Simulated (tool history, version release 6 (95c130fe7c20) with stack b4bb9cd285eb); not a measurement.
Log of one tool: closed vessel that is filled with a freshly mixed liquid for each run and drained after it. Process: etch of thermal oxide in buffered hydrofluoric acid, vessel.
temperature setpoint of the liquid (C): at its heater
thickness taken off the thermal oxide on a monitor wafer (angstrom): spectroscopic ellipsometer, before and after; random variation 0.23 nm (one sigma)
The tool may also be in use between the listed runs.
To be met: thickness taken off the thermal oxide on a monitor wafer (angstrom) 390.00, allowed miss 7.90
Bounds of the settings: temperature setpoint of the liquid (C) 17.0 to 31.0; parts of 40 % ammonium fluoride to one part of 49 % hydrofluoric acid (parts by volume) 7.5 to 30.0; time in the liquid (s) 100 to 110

run	hour	temperature setpoint of the liquid (C)	parts of 40 % ammonium fluoride to one part of 49 % hydrofluoric acid (parts by volume)	time in the liquid (s)	thickness taken off the thermal oxide on a monitor wafer (angstrom)
1	0.0	23.0	21.0	100	501.53
2	6.5	23.0	21.0	110	541.26
3	11.3	25.0	21.0	110	617.95
4	17.0	25.0	15.0	110	835.80
5	25.8	25.0	15.0	100	762.63
6	29.8	23.5	15.5	100	681.18
7	31.3	22.5	16.5	100	606.98
8	35.4	21.5	17.0	100	554.95
9	41.8	20.5	17.5	100	518.77
10	44.1	20.0	18.0	100	482.80
11	50.6	19.5	18.0	100	468.70
12	57.5	19.0	18.0	100	455.09
13	61.3	18.5	18.0	100	443.94
14	67.5	17.0	19.5	100	378.66

5 next moves are on the table. One of them brings every result within its allowed miss. Which?
A	73.7	17.0	19.5	110	?
B	73.7	17.0	18.0	100	?
C	73.7	17.5	20.5	110	?
D	73.7	17.0	21.0	100	?
E	73.7	18.5	21.0	100	?

move	thickness taken off the thermal oxide on a monitor wafer (angstrom)
A	421.09
B	414.33
C	415.44
D	360.97
E	393.19
A: takes the result that was furthest off past its target
B: takes the result that was furthest off past its target
C: takes the result that was furthest off past its target
D: further off than the last run
E: meets every target
Answer: E
